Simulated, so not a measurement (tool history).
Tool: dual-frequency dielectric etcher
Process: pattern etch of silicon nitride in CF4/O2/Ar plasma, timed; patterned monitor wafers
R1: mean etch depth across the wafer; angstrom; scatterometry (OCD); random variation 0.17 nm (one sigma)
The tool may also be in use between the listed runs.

{"run": 1, "hour": 0.0, "source power (kW)": 0.45, "bias power (kW)": 0.047, "Ar flow (sccm)": 90, "CF4 flow (sccm)": 102, "etch time (s)": 14.5, "R1": 234.27}
{"run": 2, "hour": 1.1, "source power (kW)": 0.47, "bias power (kW)": 0.047, "Ar flow (sccm)": 90, "CF4 flow (sccm)": 102, "etch time (s)": 14.5, "R1": 243.6}
{"run": 3, "hour": 6.9, "source power (kW)": 0.47, "bias power (kW)": 0.047, "Ar flow (sccm)": 90, "CF4 flow (sccm)": 102, "etch time (s)": 14.5, "R1": 243.03}
{"run": 4, "hour": 10.4, "source power (kW)": 0.47, "bias power (kW)": 0.047, "Ar flow (sccm)": 90, "CF4 flow (sccm)": 116, "etch time (s)": 14.5, "R1": 244.51}
{"run": 5, "hour": 15.1, "source power (kW)": 0.47, "bias power (kW)": 0.044, "Ar flow (sccm)": 90, "CF4 flow (sccm)": 116, "etch time (s)": 14.5, "R1": 242.78}
{"run": 6, "hour": 16.8, "source power (kW)": 0.47, "bias power (kW)": 0.048, "Ar flow (sccm)": 90, "CF4 flow (sccm)": 116, "etch time (s)": 14.5, "R1": 250.48}

Run 7 comes next. What will it give?
{"run": 7, "hour": 18.7, "source power (kW)": 0.48, "bias power (kW)": 0.048, "Ar flow (sccm)": 90, "CF4 flow (sccm)": 116, "etch time (s)": 14.5, "R1": "?"}

Run 7 gave R1 253.02 angstrom.
